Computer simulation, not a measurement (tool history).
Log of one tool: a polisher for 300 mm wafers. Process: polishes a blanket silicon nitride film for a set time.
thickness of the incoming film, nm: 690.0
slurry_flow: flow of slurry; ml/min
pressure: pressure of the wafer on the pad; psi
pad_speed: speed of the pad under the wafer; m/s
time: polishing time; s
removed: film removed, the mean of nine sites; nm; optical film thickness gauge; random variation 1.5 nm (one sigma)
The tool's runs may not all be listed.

| run | day | slurry_flow | pressure | pad_speed | time | removed |
|---|---|---|---|---|---|---|
| 1 | 0 | 285 | 3.8 | 0.98 | 54 | 118.07 |
| 2 | 0.308 | 285 | 4.1 | 0.98 | 54 | 127.08 |
| 3 | 0.679 | 285 | 3.8 | 0.98 | 54 | 120.37 |
| 4 | 0.775 | 285 | 3.9 | 0.98 | 54 | 122.9 |
| 5 | 0.825 | 285 | 4 | 0.98 | 54 | 124.02 |
| 6 | 1.158 | 285 | 4 | 0.76 | 54 | 106.1 |

Run 7 comes next. What will it give?
| 7 | 1.492 | 285 | 4.1 | 0.76 | 54 | ? |

removed: 107.54 nm
